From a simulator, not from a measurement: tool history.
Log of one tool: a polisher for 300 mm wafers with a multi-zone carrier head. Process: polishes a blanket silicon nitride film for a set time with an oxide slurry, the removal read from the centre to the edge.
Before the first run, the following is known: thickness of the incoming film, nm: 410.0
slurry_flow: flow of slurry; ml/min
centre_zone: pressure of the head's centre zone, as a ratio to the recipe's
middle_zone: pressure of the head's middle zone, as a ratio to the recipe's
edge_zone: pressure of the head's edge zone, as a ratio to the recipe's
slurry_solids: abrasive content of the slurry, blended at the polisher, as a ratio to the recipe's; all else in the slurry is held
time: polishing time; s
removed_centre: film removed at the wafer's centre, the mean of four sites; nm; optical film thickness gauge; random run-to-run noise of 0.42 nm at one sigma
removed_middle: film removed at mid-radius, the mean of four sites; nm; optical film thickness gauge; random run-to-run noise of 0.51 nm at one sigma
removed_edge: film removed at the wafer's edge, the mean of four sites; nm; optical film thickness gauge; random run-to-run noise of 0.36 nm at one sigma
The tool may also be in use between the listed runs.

{"run": 1, "day": 0.0, "slurry_flow": 270, "centre_zone": 1, "middle_zone": 1, "edge_zone": 1, "slurry_solids": 1, "time": 71, "removed_centre": 29.827, "removed_middle": 27.987, "removed_edge": 29.148}
{"run": 2, "day": 0.1, "slurry_flow": 270, "centre_zone": 0.93, "middle_zone": 1, "edge_zone": 1, "slurry_solids": 1, "time": 71, "removed_centre": 27.48, "removed_middle": 27.861, "removed_edge": 29.611}
{"run": 3, "day": 0.154, "slurry_flow": 270, "centre_zone": 0.93, "middle_zone": 1.07, "edge_zone": 1, "slurry_solids": 1, "time": 71, "removed_centre": 28.047, "removed_middle": 29.11, "removed_edge": 29.145}
{"run": 4, "day": 0.492, "slurry_flow": 275, "centre_zone": 0.96, "middle_zone": 1.03, "edge_zone": 1.06, "slurry_solids": 1.15, "time": 72, "removed_centre": 31.481, "removed_middle": 32.032, "removed_edge": 33.683}
{"run": 5, "day": 0.792, "slurry_flow": 285, "centre_zone": 1, "middle_zone": 0.99, "edge_zone": 1.1, "slurry_solids": 1.25, "time": 72, "removed_centre": 34.247, "removed_middle": 31.501, "removed_edge": 35.527}
{"run": 6, "day": 1.15, "slurry_flow": 230, "centre_zone": 1, "middle_zone": 0.99, "edge_zone": 1.1, "slurry_solids": 1.25, "time": 72, "removed_centre": 33.107, "removed_middle": 30.55, "removed_edge": 34.385}

For run 7, what comes out?
{"run": 7, "day": 1.338, "slurry_flow": 270, "centre_zone": 1.01, "middle_zone": 0.99, "edge_zone": 1.13, "slurry_solids": 1.3, "time": 72, "removed_centre": "?", "removed_middle": "?", "removed_edge": "?"}

{"run 7": {"removed_centre": 34.909, "removed_middle": 32.849, "removed_edge": 36.002}}

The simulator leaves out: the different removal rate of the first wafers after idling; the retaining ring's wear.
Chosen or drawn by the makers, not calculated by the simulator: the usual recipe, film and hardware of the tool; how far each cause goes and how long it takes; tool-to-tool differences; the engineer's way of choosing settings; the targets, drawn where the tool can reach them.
